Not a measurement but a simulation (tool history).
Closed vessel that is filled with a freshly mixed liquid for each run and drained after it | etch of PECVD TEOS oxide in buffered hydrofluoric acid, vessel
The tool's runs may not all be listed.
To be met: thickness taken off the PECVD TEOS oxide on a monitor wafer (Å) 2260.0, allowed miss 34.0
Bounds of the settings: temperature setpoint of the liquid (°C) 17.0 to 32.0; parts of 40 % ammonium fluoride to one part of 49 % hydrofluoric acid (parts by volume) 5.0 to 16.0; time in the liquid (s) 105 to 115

run,hour,temperature setpoint of the liquid (°C),parts of 40 % ammonium fluoride to one part of 49 % hydrofluoric acid (parts by volume),time in the liquid (s),thickness taken off the PECVD TEOS oxide on a monitor wafer (Å)
1,0.0,25.0,9.5,105,1788.6
2,3.5,26.5,9.5,105,1929.1
3,7.4,26.5,11.5,105,1648.8
4,10.4,28.5,11.5,105,1825.5
5,14.1,28.5,11.5,115,1999.7
6,16.4,28.5,11.5,105,1831.0
7,19.0,29.5,11.5,105,1938.4
8,25.6,30.5,11.5,105,2023.9
9,26.8,31.0,11.5,105,2089.0
10,32.2,31.5,11.5,105,2143.1

Which of these 4 next moves meets every target?
A,37.6,31.0,10.5,105,?
B,37.6,29.5,11.0,105,?
C,37.6,27.0,8.5,105,?
D,37.6,31.5,12.5,105,?

move,thickness taken off the PECVD TEOS oxide on a monitor wafer (Å)
A,2283.5
B,2017.6
C,2203.9
D,1977.7
A: meets every target
B: further off than the last run
C: nearer than the last run, and not there yet
D: further off than the last run
Answer: A

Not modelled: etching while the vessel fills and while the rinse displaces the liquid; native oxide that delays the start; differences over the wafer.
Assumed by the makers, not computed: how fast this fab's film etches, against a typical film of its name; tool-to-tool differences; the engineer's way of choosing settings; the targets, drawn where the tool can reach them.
